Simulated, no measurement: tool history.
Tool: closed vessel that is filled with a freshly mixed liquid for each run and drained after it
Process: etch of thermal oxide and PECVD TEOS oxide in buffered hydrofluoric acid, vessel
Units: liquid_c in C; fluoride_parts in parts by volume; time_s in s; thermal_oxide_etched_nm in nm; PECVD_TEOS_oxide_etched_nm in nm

run  hour  liquid_c  fluoride_parts  time_s  thermal_oxide_etched_nm  PECVD_TEOS_oxide_etched_nm
  1     0        23             8.5      60                   72.817                      166.88
  2   2.2        20             8.5      60                   61.591                      140.24
  3   4.4      21.5             8.5      60                   67.256                      151.98
  4   9.2      22.5             8.5      60                   70.553                      160.39
  5  17.7      23.5             8.5      60                    74.98                      170.48
  6  19.6      25.5             8.5      60                   84.492                      189.76
  7  22.8        26             8.5      60                    85.57                       196.4

The next listed run, before its measurement:
  8    28      27.5               8      60                        ?                           ?

thermal_oxide_etched_nm: 97.548 nm
PECVD_TEOS_oxide_etched_nm: 225.93 nm
